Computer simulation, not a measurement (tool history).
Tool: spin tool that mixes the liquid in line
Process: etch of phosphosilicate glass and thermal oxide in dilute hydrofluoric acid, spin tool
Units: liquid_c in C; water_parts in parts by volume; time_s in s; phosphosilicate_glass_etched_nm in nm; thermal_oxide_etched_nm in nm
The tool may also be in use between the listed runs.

run    day  liquid_c  water_parts  time_s  phosphosilicate_glass_etched_nm  thermal_oxide_etched_nm
  1      0        24          290      30                           13.916                  0.38393
  2  0.117        24          215      30                            20.19                  0.48326
  3  0.438        24          270      30                           15.122                  0.42256
  4   0.65        22          310      30                           11.932                    0.348
  5  0.883        24          310      30                           12.662                  0.36819
  6  1.071        24          310      35                           14.805                  0.44599
  7  1.233        22          350      35                           11.997                  0.35342
  8    1.5        22          350      35                           11.774                  0.31259

Forecast run 9:
  9  1.721        18          465      35                                ?                        ?

{"run 9": {"phosphosilicate_glass_etched_nm": 7.0663, "thermal_oxide_etched_nm": 0.22021}}

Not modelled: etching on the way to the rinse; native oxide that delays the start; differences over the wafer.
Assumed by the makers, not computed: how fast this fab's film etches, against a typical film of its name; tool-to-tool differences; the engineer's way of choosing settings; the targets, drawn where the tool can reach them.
